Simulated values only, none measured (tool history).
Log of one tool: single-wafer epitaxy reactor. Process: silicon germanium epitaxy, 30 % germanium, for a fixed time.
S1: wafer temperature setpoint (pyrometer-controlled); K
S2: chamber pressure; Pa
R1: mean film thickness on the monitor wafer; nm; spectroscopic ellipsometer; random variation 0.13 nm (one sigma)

| run | hour | S1 | S2 | R1 |
|---|---|---|---|---|
| 1 | 0 | 883.15 | 3026 | 80.109 |
| 2 | 6.3 | 894.15 | 3026 | 95.234 |
| 3 | 13 | 887.15 | 3026 | 85.202 |
| 4 | 18.5 | 897.15 | 3026 | 100.12 |
|  | 23.5 | capacitance manometer re-zeroed and calibrated |
| 5 | 23.5 | 891.15 | 3026 | 88.812 |
| 6 | 32.2 | 891.15 | 2640 | 81.67 |

The next listed run, before its measurement:
| 7 | 33.6 | 880.15 | 2613 | ? |

{"run 7": {"R1": 68.223}}
